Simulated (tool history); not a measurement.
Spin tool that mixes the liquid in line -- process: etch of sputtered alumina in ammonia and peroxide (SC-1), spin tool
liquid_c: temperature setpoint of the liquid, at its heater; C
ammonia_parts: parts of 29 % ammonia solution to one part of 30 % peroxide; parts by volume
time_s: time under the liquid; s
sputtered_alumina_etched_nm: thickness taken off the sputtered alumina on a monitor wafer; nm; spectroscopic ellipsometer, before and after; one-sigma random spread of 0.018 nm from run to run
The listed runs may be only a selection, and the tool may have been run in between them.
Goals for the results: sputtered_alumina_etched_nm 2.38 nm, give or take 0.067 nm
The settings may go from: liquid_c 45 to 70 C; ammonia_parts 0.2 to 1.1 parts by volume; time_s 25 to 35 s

run	hour	liquid_c	ammonia_parts	time_s	sputtered_alumina_etched_nm
1	0	61	0.6	35	4.0468
2	4.7	61	0.8	35	4.0731
3	7.5	58.5	0.8	35	3.6652
4	13.6	58.5	0.9	35	3.6732
5	21.9	58.5	0.9	35	3.6909
6	30.4	58.5	0.9	35	3.7336
7	36.5	56.5	0.9	35	3.3461
8	41.4	55	0.9	35	3.034
9	50.2	54	0.9	35	2.8732
10	54.2	53	0.9	35	2.7759
11	63.1	52.5	0.9	35	2.6626
12	68	52	0.9	35	2.6258
13	72.6	51.5	0.9	35	2.5684
14	74.2	51	0.9	35	2.4719

Pick the move, out of 4, that brings all results within their allowed miss; only one does.
A	75.8	51	0.95	35	?
B	75.8	58	1.1	25	?
C	75.8	58	0.9	25	?
D	75.8	50.5	0.7	35	?

move	sputtered_alumina_etched_nm
A	2.487
B	2.6157
C	2.5664
D	2.3506
A: the biggest miss grows against the last run
B: the biggest miss grows against the last run
C: the biggest miss grows against the last run
D: all results in spec
Answer: D

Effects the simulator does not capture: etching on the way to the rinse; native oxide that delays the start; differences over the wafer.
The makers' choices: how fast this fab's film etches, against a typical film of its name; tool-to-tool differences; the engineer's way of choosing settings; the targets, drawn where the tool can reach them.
